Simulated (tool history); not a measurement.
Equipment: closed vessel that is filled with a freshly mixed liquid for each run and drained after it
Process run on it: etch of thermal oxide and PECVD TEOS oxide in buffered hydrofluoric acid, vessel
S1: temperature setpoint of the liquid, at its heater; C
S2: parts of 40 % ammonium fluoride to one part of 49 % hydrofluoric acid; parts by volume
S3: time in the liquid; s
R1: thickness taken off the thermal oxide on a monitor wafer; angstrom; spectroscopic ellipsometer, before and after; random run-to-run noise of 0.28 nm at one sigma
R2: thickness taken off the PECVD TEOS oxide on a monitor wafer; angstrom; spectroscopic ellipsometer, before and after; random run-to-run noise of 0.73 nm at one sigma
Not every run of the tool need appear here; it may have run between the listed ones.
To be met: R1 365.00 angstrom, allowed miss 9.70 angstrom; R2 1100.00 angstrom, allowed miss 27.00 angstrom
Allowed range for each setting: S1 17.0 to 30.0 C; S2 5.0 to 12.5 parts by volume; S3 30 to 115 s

Run 1, hour 0.0: S1 22.0 C, S2 7.5 parts by volume, S3 60 s. Result: R1 896.24 angstrom, R2 2709.30 angstrom.
Run 2, hour 1.7: S1 21.0 C, S2 8.5 parts by volume, S3 60 s. Result: R1 739.41 angstrom, R2 2253.80 angstrom.
Run 3, hour 8.9: S1 20.0 C, S2 9.5 parts by volume, S3 60 s. Result: R1 647.71 angstrom, R2 1928.50 angstrom.
Run 4, hour 10.9: S1 20.0 C, S2 8.0 parts by volume, S3 60 s. Result: R1 760.87 angstrom, R2 2279.50 angstrom.
Run 5, hour 18.2: S1 19.5 C, S2 9.0 parts by volume, S3 60 s. Result: R1 647.96 angstrom, R2 1939.20 angstrom.
Run 6, hour 26.1: S1 19.5 C, S2 8.0 parts by volume, S3 60 s. Result: R1 725.64 angstrom, R2 2225.70 angstrom.
Run 7, hour 28.8: S1 19.0 C, S2 9.0 parts by volume, S3 60 s. Result: R1 636.04 angstrom, R2 1879.40 angstrom.
Run 8, hour 29.3: S1 19.0 C, S2 10.0 parts by volume, S3 60 s. Result: R1 591.15 angstrom, R2 1771.90 angstrom.
Run 9, hour 32.9: S1 18.5 C, S2 10.5 parts by volume, S3 60 s. Result: R1 547.00 angstrom, R2 1642.20 angstrom.
Run 10, hour 37.9: S1 18.0 C, S2 11.0 parts by volume, S3 60 s. Result: R1 507.11 angstrom, R2 1528.90 angstrom.
Run 11, hour 38.8: S1 18.0 C, S2 11.5 parts by volume, S3 60 s. Result: R1 480.37 angstrom, R2 1485.00 angstrom.
Run 12, hour 41.2: S1 18.0 C, S2 11.5 parts by volume, S3 55 s. Result: R1 441.26 angstrom, R2 1336.00 angstrom.
Run 13, hour 49.3: S1 17.5 C, S2 12.0 parts by volume, S3 55 s. Result: R1 411.17 angstrom, R2 1264.60 angstrom.
At hour 57.7: thermometer replaced.
Run 14, hour 57.7: S1 17.0 C, S2 12.0 parts by volume, S3 50 s. Result: R1 325.68 angstrom, R2 977.73 angstrom.
Run 15, hour 60.7: S1 17.5 C, S2 12.0 parts by volume, S3 50 s. Result: R1 331.30 angstrom, R2 1009.90 angstrom.
Run 16, hour 61.6: S1 18.0 C, S2 12.0 parts by volume, S3 50 s. Result: R1 346.68 angstrom, R2 1033.80 angstrom.
Run 17, hour 69.5: S1 18.5 C, S2 12.0 parts by volume, S3 50 s. Result: R1 352.21 angstrom, R2 1053.50 angstrom.

Exercise: of the 4 proposed moves below, exactly one satisfies all targets within the stated allowed misses. Which move is it?
Run A, hour 77.4: S1 20.0 C, S2 11.5 parts by volume, S3 45 s. Result: R1 ?, R2 ?.
Run B, hour 77.4: S1 21.0 C, S2 11.5 parts by volume, S3 40 s. Result: R1 ?, R2 ?.
Run C, hour 77.4: S1 19.0 C, S2 12.0 parts by volume, S3 45 s. Result: R1 ?, R2 ?.
Run D, hour 77.4: S1 17.0 C, S2 12.5 parts by volume, S3 55 s. Result: R1 ?, R2 ?.

move      R1       R2
   A  366.02  1097.40
   B  344.03  1031.50
   C  331.91   995.14
   D  347.93  1043.20
A: meets every target
B: further off than the last run
C: further off than the last run
D: further off than the last run
Go with A: it meets all targets.

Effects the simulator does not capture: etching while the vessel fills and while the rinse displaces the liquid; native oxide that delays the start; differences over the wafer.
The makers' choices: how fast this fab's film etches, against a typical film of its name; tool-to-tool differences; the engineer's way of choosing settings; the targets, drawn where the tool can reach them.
